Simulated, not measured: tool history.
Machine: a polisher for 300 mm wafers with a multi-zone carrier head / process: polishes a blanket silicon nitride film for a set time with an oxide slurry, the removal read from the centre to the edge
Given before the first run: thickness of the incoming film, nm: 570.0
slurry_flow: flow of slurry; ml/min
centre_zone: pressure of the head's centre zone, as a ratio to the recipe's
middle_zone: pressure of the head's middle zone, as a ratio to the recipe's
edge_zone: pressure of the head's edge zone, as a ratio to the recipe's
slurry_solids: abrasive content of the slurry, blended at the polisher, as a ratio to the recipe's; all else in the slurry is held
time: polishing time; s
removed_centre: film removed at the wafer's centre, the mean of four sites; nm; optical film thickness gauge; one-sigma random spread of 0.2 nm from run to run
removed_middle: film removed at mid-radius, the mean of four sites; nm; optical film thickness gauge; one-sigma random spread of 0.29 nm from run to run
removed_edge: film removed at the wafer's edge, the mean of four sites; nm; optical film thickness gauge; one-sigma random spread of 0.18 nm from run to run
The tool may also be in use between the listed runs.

run	day	slurry_flow	centre_zone	middle_zone	edge_zone	slurry_solids	time	removed_centre	removed_middle	removed_edge
1	0	235	1	1	1	1	38	20.38	20.414	20.97
2	0.333	235	1	1	1	1.1	38	21.452	21.33	21.731
3	0.371	245	1.03	1	1.03	1.15	38	22.449	22.181	22.687
4	0.608	245	1.03	0.92	1.03	1.15	38	22.218	20.279	22.634
5	0.704	255	1.06	0.93	1.04	1.2	38	23.582	20.708	23.32
6	0.929	265	1.08	0.95	1.06	1.25	38	24.299	21.604	24.244
7	1.283	270	1.1	0.96	1.06	1.3	38	25.339	22.201	24.164
8	1.642	275	1.12	0.97	1.07	1.35	38	25.935	23.432	24.937
9	1.717	280	1.13	0.96	1.07	1.4	38	26.843	23.257	25.3

Run 10, settings as shown, results not yet in. Your forecast:
10	1.908	285	1.14	0.96	1.07	1.4	38	?	?	?

Run 10 measured removed_centre 26.824 nm, removed_middle 23.084 nm, removed_edge 25.28 nm.
